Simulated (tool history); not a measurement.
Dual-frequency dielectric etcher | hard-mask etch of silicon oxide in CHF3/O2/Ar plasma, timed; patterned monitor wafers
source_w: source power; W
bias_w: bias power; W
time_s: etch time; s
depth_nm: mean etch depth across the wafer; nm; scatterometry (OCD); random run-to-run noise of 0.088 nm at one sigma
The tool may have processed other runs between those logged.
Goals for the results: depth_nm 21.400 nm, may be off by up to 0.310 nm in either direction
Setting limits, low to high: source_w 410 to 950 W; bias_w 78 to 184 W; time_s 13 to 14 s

run,hour,source_w,bias_w,time_s,depth_nm
1,0.0,680,131,14,25.582
2,2.7,760,131,14,26.752
3,6.4,760,131,14,26.677
4,13.7,660,125,14,24.771
5,20.7,660,117,14,24.228
6,27.5,660,117,13,22.279
7,30.9,640,117,13,22.153
8,35.0,620,117,13,22.071

Which single option among these 4 for the next run brings every result within its allowed miss of target? Just one does.
A,39.1,520,117,14,?
B,39.1,790,82,14,?
C,39.1,580,108,13,?
D,39.1,630,108,13,?

move,depth_nm
A,22.272
B,22.391
C,20.795
D,21.436
A: its largest miss is bigger than the last run's
B: its largest miss is bigger than the last run's
C: takes the biggest miss from the last run beyond its target
D: meets every target
The move that meets every target is D.
